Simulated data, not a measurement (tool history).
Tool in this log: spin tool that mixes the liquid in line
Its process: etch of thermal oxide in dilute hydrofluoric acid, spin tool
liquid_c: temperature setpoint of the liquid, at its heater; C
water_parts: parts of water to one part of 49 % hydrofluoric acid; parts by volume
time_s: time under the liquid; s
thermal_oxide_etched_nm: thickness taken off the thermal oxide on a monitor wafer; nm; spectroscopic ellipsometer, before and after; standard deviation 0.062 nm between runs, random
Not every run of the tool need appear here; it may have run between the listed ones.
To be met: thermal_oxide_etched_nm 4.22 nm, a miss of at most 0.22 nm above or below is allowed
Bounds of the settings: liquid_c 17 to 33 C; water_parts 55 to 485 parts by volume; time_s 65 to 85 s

run	day	liquid_c	water_parts	time_s	thermal_oxide_etched_nm
1	0	25	270	85	1.3152
2	0.058	27	205	85	1.9925
3	0.304	27	205	85	1.9657
4	0.512	27	205	85	1.9733
5	0.612	24.5	205	85	1.86
6	0.838	26	165	85	2.5289
7	1.129	26.5	140	85	3.1219
8	1.321	26.5	140	85	3.0699
9	1.396	27.5	130	85	3.4676
10	1.504	28.5	125	85	3.7305
11	1.658	29	125	85	3.9082
12	1.946	29.5	125	85	3.9318

Below are 4 possible settings for the next run. Only one of them brings all results inside the allowed miss of their targets. Which is it?
A	2.233	30	115	80	?
B	2.233	31.5	110	65	?
C	2.233	27	125	80	?
D	2.233	31.5	140	85	?

move	thermal_oxide_etched_nm
A	4.1738
B	3.7732
C	3.3873
D	3.7168
A: in spec on every target
B: the biggest miss grows against the last run
C: the biggest miss grows against the last run
D: the biggest miss grows against the last run
So the answer is move A, the one that meets all the targets.

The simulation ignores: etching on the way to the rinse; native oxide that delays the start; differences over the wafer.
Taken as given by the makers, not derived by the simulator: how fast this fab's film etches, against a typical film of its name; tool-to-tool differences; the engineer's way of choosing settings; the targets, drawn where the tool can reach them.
